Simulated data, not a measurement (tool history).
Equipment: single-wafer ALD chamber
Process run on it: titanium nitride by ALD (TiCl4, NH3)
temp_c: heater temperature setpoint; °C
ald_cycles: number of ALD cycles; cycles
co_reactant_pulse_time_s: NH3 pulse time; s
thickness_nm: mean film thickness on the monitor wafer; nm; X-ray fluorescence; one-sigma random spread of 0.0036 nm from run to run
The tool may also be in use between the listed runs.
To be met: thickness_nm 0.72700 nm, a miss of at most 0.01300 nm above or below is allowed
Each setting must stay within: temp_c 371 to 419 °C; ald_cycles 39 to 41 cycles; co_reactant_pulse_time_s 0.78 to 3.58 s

run  hour  temp_c  ald_cycles  co_reactant_pulse_time_s  thickness_nm
  1   0.0     395          41                      2.18       0.81637
  2   7.5     395          41                      1.64       0.80396
  3   9.4     388          40                      1.39       0.75945
  4  12.0     382          40                      1.39       0.75825
  5  14.4     382          40                      1.63       0.77621
  6  17.3     382          39                      1.63       0.75791
  7  18.6     371          39                      0.93       0.61274
  8  22.8     377          39                      0.93       0.63023
  9  31.7     384          40                      0.94       0.66563
 10  32.5     388          40                      0.98       0.69854
 11  41.1     388          40                      0.98       0.69807
 12  47.5     390          40                      0.98       0.69879
 13  52.2     392          40                      0.98       0.70743
 14  56.0     393          40                      0.98       0.70360
 15  58.3     395          40                      0.98       0.71387
 16  63.5     396          40                      0.98       0.71686

Below are 5 possible settings for the next run. Only one of them brings all results inside the allowed miss of their targets. Which is it?
  A  68.7     385          39                      1.11             ?
  B  68.7     381          39                      1.14             ?
  C  68.7     397          39                      1.17             ?
  D  68.7     394          39                      0.97             ?
  E  68.7     399          39                      0.96             ?

move  thickness_nm
   A       0.70420
   B       0.70301
   C       0.73199
   D       0.68583
   E       0.69221
A: its largest miss is bigger than the last run's
B: its largest miss is bigger than the last run's
C: every result within its allowed miss
D: its largest miss is bigger than the last run's
E: its largest miss is bigger than the last run's
C is the move that brings every result within its allowed miss.
